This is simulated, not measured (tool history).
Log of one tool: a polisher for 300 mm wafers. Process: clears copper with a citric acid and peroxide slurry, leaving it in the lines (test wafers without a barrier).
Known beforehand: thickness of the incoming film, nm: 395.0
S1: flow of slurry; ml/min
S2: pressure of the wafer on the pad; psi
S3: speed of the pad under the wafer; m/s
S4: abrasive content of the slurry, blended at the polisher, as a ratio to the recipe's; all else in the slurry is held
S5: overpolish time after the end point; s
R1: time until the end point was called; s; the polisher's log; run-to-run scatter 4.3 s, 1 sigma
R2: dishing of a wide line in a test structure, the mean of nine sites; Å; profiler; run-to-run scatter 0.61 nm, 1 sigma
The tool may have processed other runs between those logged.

{"run": 1, "hour": 0.0, "S1": 200, "S2": 3.2, "S3": 1.26, "S4": 1.0, "S5": 26, "R1": 140.3, "R2": 317.26}
{"run": 2, "hour": 5.0, "S1": 200, "S2": 2.7, "S3": 1.22, "S4": 1.0, "S5": 30, "R1": 168.01, "R2": 298.07}
{"run": 3, "hour": 13.9, "S1": 200, "S2": 2.7, "S3": 1.22, "S4": 0.9, "S5": 30, "R1": 167.2, "R2": 302.05}
{"run": 4, "hour": 19.5, "S1": 200, "S2": 2.3, "S3": 1.2, "S4": 0.9, "S5": 34, "R1": 194.99, "R2": 287.75}
{"run": 5, "hour": 25.6, "S1": 200, "S2": 2.7, "S3": 1.2, "S4": 0.9, "S5": 34, "R1": 171.73, "R2": 319.55}
{"run": 6, "hour": 34.3, "S1": 200, "S2": 2.7, "S3": 1.2, "S4": 0.7, "S5": 34, "R1": 177.17, "R2": 322.52}

What will run 7 give?
{"run": 7, "hour": 36.0, "S1": 200, "S2": 2.4, "S3": 1.18, "S4": 0.7, "S5": 37, "R1": "?", "R2": "?"}

Run 7 produced R1 203.37 s, R2 304.19 Å.
